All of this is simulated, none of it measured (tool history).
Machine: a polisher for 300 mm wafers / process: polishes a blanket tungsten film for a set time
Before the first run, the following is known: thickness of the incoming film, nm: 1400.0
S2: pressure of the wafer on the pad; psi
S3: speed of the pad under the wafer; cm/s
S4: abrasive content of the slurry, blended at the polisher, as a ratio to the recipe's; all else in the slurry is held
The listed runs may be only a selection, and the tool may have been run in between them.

Run 1, hour 0.0: flow of slurry (ml/min) 205, S2 4.3 psi, S3 110 cm/s, S4 1.0, polishing time (s) 39. Result: film removed (angstrom) 2619.60.
Run 2, hour 5.3: flow of slurry (ml/min) 170, S2 4.3 psi, S3 110 cm/s, S4 1.0, polishing time (s) 39. Result: film removed (angstrom) 2541.40.
Run 3, hour 9.2: flow of slurry (ml/min) 130, S2 4.3 psi, S3 110 cm/s, S4 1.0, polishing time (s) 39. Result: film removed (angstrom) 2429.40.
Run 4, hour 17.3: flow of slurry (ml/min) 130, S2 4.0 psi, S3 106 cm/s, S4 1.0, polishing time (s) 39. Result: film removed (angstrom) 2215.40.
Run 5, hour 24.5: flow of slurry (ml/min) 165, S2 4.0 psi, S3 106 cm/s, S4 1.0, polishing time (s) 39. Result: film removed (angstrom) 2258.50.
Run 6, hour 30.2: flow of slurry (ml/min) 165, S2 3.7 psi, S3 104 cm/s, S4 1.0, polishing time (s) 39. Result: film removed (angstrom) 2071.00.
Run 7, hour 31.2: flow of slurry (ml/min) 165, S2 3.4 psi, S3 102 cm/s, S4 1.0, polishing time (s) 39. Result: film removed (angstrom) 1871.40.
Run 8, hour 40.0: flow of slurry (ml/min) 165, S2 3.2 psi, S3 100 cm/s, S4 1.0, polishing time (s) 39. Result: film removed (angstrom) 1713.60.
Run 9, hour 48.2: flow of slurry (ml/min) 165, S2 3.0 psi, S3 100 cm/s, S4 1.0, polishing time (s) 39. Result: film removed (angstrom) 1629.20.
Run 10, hour 54.1: flow of slurry (ml/min) 165, S2 2.8 psi, S3 100 cm/s, S4 1.0, polishing time (s) 39. Result: film removed (angstrom) 1511.20.
Run 11, hour 57.2: flow of slurry (ml/min) 160, S2 1.9 psi, S3 94 cm/s, S4 1.0, polishing time (s) 39. Result: film removed (angstrom) 1001.30.
Run 12, hour 58.2: flow of slurry (ml/min) 170, S2 1.9 psi, S3 94 cm/s, S4 1.0, polishing time (s) 39. Result: film removed (angstrom) 1011.70.

Forecast run 13:
Run 13, hour 62.2: flow of slurry (ml/min) 175, S2 1.9 psi, S3 94 cm/s, S4 1.0, polishing time (s) 39. Result: film removed (angstrom) ?.

film removed (angstrom): 985.79

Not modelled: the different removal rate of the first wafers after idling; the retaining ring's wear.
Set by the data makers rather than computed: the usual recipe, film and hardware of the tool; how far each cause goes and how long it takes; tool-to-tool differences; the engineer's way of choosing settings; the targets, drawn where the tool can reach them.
